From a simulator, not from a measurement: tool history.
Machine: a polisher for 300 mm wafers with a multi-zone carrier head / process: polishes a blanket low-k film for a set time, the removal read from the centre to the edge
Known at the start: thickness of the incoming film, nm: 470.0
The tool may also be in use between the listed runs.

run	hour	flow of slurry (ml/min)	pressure of the head's centre zone	pressure of the head's middle zone	pressure of the head's edge zone	abrasive content of the slurry	polishing time (s)	film removed at the wafer's centre (Å)	film removed at mid-radius (Å)	film removed at the wafer's edge (Å)
1	0.0	225	1.00	1.00	1.00	1.00	37	80.767	82.400	80.151
2	5.6	225	1.00	1.00	0.92	1.00	37	80.368	81.378	76.008
3	8.4	225	1.00	1.00	0.88	1.00	37	80.481	79.511	73.661
4	14.1	200	1.00	1.00	0.88	1.00	37	80.333	80.228	72.465
5	15.2	200	1.06	1.00	0.88	1.00	37	85.085	80.038	72.671
6	18.0	200	1.01	0.98	0.90	1.00	37	80.599	78.882	75.133

Predict the results of run 7:
7	22.0	160	0.92	0.96	0.89	0.95	37	?	?	?

Run 7 produced film removed at the wafer's centre (Å) 70.835, film removed at mid-radius (Å) 73.698, film removed at the wafer's edge (Å) 69.974.

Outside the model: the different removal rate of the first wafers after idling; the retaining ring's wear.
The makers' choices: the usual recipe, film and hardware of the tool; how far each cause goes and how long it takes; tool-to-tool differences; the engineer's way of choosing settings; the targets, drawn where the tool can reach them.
